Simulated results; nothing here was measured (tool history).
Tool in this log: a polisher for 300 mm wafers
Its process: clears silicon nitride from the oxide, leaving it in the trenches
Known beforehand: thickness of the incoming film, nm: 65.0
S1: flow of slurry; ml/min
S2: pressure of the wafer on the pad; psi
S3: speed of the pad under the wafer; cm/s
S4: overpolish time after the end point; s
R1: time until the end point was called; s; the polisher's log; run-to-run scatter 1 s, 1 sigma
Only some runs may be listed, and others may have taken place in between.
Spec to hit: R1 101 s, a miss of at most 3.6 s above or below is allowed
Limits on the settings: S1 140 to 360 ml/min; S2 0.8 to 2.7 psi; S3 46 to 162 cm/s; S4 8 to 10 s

run  hour   S1   S2   S3  S4      R1
  1     0  230  1.7  104  10  138.76
  2   7.3  230  1.8  104  10   131.7
  3  16.1  230  1.9  104  10  123.75
  4  18.2  230    2  104  10  116.07
  5  25.4  230  1.8  104  10  130.32
  6  30.1  230  1.8  104   8   130.8
  7  31.9  230  1.9  104   8  124.04
     33.8  -- slurry nozzle cleaned
  8  33.8  230    2  104   8  110.75

Which of these 5 next moves meets every target?
  A  35.7  240  1.9  100   9   ?
  B  35.7  255  2.1   94  10   ?
  C  35.7  265  1.9  100  10   ?
  D  35.7  295    2   90   9   ?
  E  35.7  210  2.1  108   8   ?

move      R1
   A  118.31
   B  113.16
   C  117.01
   D  121.94
   E  101.29
A: its largest miss is bigger than the last run's
B: its largest miss is bigger than the last run's
C: its largest miss is bigger than the last run's
D: its largest miss is bigger than the last run's
E: every result within its allowed miss
The right move is E.

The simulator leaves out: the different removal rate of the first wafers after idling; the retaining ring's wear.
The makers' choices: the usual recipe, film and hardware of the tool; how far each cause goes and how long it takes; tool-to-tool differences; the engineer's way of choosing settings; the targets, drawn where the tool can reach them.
